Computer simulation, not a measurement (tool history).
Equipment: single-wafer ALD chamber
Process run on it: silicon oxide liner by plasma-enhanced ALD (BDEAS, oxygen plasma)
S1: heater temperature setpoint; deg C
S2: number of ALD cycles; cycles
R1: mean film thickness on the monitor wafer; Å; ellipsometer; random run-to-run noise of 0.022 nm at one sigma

{"run": 1, "hour": 0.0, "S1": 320, "S2": 55, "R1": 47.108}
{"run": 2, "hour": 4.1, "S1": 320, "S2": 57, "R1": 48.852}
{"run": 3, "hour": 10.4, "S1": 328, "S2": 57, "R1": 48.291}
{"run": 4, "hour": 17.0, "S1": 328, "S2": 61, "R1": 51.133}
{"run": 5, "hour": 24.3, "S1": 328, "S2": 57, "R1": 47.704}
{"run": 6, "hour": 28.4, "S1": 326, "S2": 59, "R1": 50.063}
{"run": 7, "hour": 33.2, "S1": 325, "S2": 60, "R1": 50.761}
{"run": 8, "hour": 34.6, "S1": 324, "S2": 61, "R1": 51.652}
{"run": 9, "hour": 36.9, "S1": 323, "S2": 62, "R1": 52.991}

Expected results for the next run?
{"run": 10, "hour": 39.4, "S1": 322, "S2": 63, "R1": "?"}

{"run 10": {"R1": 53.766}}

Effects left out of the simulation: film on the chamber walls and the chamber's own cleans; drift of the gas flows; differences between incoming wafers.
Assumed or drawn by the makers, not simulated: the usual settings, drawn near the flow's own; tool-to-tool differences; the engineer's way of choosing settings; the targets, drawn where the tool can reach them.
